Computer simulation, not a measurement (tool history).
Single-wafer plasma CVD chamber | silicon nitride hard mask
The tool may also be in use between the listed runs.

| run | hour | heater temperature setpoint (K) | chamber pressure (Torr) | RF power (W) | deposition time (s) | mean film thickness on the monitor wafer (angstrom) |
|---|---|---|---|---|---|---|
| 1 | 0.0 | 663.15 | 1.17 | 340 | 46.5 | 539.35 |
| 2 | 6.0 | 663.15 | 1.06 | 330 | 46.4 | 514.46 |
| 3 | 12.8 | 663.15 | 0.98 | 320 | 46.3 | 494.41 |
| 4 | 14.5 | 663.15 | 0.92 | 315 | 46.3 | 481.93 |
| 5 | 16.2 | 657.15 | 0.92 | 315 | 46.3 | 483.40 |
| 6 | 18.2 | 657.15 | 0.92 | 355 | 46.3 | 517.63 |
| 7 | 23.4 | 657.15 | 0.87 | 340 | 46.2 | 497.88 |
| 8 | 27.4 | 657.15 | 0.70 | 295 | 45.8 | 428.11 |

Run 9 comes next. What will it give?
| 9 | 32.2 | 657.15 | 0.73 | 295 | 45.8 | ? |

{"run 9": {"mean film thickness on the monitor wafer (angstrom)": 435.28}}
